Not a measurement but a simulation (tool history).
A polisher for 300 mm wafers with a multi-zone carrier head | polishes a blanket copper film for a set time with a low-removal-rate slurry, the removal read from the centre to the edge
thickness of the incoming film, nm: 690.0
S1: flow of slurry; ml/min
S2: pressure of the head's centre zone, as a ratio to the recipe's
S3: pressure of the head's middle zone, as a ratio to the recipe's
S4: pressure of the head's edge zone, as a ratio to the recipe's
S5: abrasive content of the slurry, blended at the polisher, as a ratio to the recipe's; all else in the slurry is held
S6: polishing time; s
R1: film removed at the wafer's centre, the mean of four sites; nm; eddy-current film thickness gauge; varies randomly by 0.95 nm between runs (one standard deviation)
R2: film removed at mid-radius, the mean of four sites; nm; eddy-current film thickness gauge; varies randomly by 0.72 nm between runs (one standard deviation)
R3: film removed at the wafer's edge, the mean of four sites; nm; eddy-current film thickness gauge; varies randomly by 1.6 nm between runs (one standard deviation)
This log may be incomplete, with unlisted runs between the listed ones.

run  hour   S1    S2    S3    S4    S5  S6       R1       R2       R3
  1   0.0  225  1.00  1.00  1.00  1.00  52   93.764   92.909   91.679
  2   6.8  225  0.97  0.98  1.05  1.10  52   92.884   93.299   99.304
  3   8.3  225  0.97  0.98  1.05  1.10  59  108.000  105.920  112.240
  4  13.4  225  0.97  0.98  1.05  1.25  59  112.390  110.160  113.170
  5  21.7  215  0.93  0.96  1.05  1.20  59  104.800  106.800  112.020
  6  27.8  250  0.93  0.96  1.05  1.20  59  106.510  107.730  114.550

What will run 7 give?
  7  34.7  245  0.90  0.94  1.05  1.20  59   ?   ?   ?

R1: 103.960 nm
R2: 106.270 nm
R3: 112.740 nm

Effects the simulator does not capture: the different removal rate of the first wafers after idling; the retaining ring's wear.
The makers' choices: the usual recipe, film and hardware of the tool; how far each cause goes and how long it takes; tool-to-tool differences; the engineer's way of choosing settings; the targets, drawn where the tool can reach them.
